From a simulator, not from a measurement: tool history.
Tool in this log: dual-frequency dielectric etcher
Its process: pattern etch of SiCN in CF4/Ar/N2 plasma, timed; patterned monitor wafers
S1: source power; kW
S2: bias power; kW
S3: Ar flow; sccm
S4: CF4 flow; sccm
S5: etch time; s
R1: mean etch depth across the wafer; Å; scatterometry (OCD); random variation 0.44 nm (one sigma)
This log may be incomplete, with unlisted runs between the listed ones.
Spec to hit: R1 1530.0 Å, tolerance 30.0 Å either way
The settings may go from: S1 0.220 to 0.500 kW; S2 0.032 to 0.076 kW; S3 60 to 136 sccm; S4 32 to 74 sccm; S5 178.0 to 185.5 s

run	hour	S1	S2	S3	S4	S5	R1
1	0.0	0.360	0.054	98	53	178.0	1125.4
2	5.9	0.360	0.060	98	53	178.0	1167.3
3	9.2	0.380	0.060	98	53	178.0	1217.4
4	17.0	0.380	0.068	98	53	178.0	1261.3
5	23.6	0.390	0.068	98	53	178.0	1287.2
6	25.2	0.390	0.063	98	53	178.0	1259.6
7	30.3	0.400	0.063	98	53	178.0	1277.0
8	37.9	0.420	0.063	98	53	178.0	1333.2
9	40.9	0.430	0.063	98	53	178.0	1361.5

5 candidate next runs follow, results not yet known. Just one meets every target within its allowed miss. Identify it.
A	43.9	0.400	0.058	114	49	179.0	?
B	43.9	0.480	0.059	76	46	183.0	?
C	43.9	0.450	0.071	73	61	185.5	?
D	43.9	0.390	0.059	94	49	178.0	?
E	43.9	0.410	0.057	93	53	181.0	?

move	R1
A	1211.2
B	1527.6
C	1634.3
D	1225.9
E	1305.5
A: further off than the last run
B: in spec on every target
C: takes the biggest miss from the last run beyond its target
D: further off than the last run
E: further off than the last run
The right move is B.
